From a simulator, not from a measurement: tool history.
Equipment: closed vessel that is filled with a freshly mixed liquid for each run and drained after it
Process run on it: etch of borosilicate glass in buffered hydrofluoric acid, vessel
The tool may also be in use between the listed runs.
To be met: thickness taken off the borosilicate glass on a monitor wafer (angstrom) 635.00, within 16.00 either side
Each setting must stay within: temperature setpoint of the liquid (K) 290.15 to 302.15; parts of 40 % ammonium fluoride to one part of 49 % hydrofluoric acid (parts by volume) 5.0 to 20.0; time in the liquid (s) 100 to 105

run	hour	temperature setpoint of the liquid (K)	parts of 40 % ammonium fluoride to one part of 49 % hydrofluoric acid (parts by volume)	time in the liquid (s)	thickness taken off the borosilicate glass on a monitor wafer (angstrom)
1	0.0	294.15	12.0	100	1087.60
2	4.4	292.65	13.5	100	899.05
3	9.2	294.65	13.5	100	989.96
4	14.2	293.15	14.5	100	858.44
5	21.4	291.65	14.5	100	797.94
6	27.5	291.15	15.0	100	742.78
7	31.9	290.65	15.5	100	704.00
8	34.5	290.65	16.0	100	672.19

Pick the move, out of 4, that brings all results within their allowed miss; only one does.
A	37.1	290.15	16.0	100	?
B	37.1	290.15	15.5	100	?
C	37.1	290.15	15.0	105	?
D	37.1	290.15	16.5	100	?

move	thickness taken off the borosilicate glass on a monitor wafer (angstrom)
A	655.80
B	676.81
C	734.17
D	636.05
A: moves toward the targets from the last run without getting all of them in spec
B: lands further from the targets than the last run did
C: lands further from the targets than the last run did
D: every result lands within tolerance
Answer: D

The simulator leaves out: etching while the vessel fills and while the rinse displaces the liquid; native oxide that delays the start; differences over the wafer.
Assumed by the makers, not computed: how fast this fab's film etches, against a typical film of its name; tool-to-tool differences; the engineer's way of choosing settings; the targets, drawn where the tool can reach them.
